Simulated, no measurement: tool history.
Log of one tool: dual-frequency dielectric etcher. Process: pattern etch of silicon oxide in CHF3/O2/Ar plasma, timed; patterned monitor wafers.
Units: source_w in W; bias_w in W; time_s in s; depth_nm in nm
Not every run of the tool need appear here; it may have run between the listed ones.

{"run": 1, "hour": 0.0, "source_w": 850, "bias_w": 138, "time_s": 532.5, "depth_nm": 1023.4}
{"run": 2, "hour": 1.9, "source_w": 770, "bias_w": 135, "time_s": 532.5, "depth_nm": 982.22}
{"run": 3, "hour": 9.7, "source_w": 870, "bias_w": 135, "time_s": 532.5, "depth_nm": 1026.0}
{"run": 4, "hour": 15.2, "source_w": 870, "bias_w": 153, "time_s": 532.5, "depth_nm": 1062.7}
{"run": 5, "hour": 16.8, "source_w": 780, "bias_w": 146, "time_s": 532.5, "depth_nm": 1014.2}
{"run": 6, "hour": 20.0, "source_w": 780, "bias_w": 156, "time_s": 532.5, "depth_nm": 1039.2}
{"run": 7, "hour": 26.9, "source_w": 710, "bias_w": 147, "time_s": 532.5, "depth_nm": 983.02}
{"run": 8, "hour": 29.9, "source_w": 660, "bias_w": 142, "time_s": 532.5, "depth_nm": 939.84}
{"run": 9, "hour": 33.9, "source_w": 620, "bias_w": 141, "time_s": 532.5, "depth_nm": 917.99}
{"run": 10, "hour": 37.5, "source_w": 600, "bias_w": 140, "time_s": 532.5, "depth_nm": 903.3}
{"run": 11, "hour": 40.7, "source_w": 580, "bias_w": 140, "time_s": 532.5, "depth_nm": 900.75}
{"run": 12, "hour": 45.2, "source_w": 510, "bias_w": 135, "time_s": 532.5, "depth_nm": 838.74}

Run 13 comes next. What will it give?
{"run": 13, "hour": 49.4, "source_w": 510, "bias_w": 135, "time_s": 532.5, "depth_nm": "?"}

{"run 13": {"depth_nm": 844.71}}

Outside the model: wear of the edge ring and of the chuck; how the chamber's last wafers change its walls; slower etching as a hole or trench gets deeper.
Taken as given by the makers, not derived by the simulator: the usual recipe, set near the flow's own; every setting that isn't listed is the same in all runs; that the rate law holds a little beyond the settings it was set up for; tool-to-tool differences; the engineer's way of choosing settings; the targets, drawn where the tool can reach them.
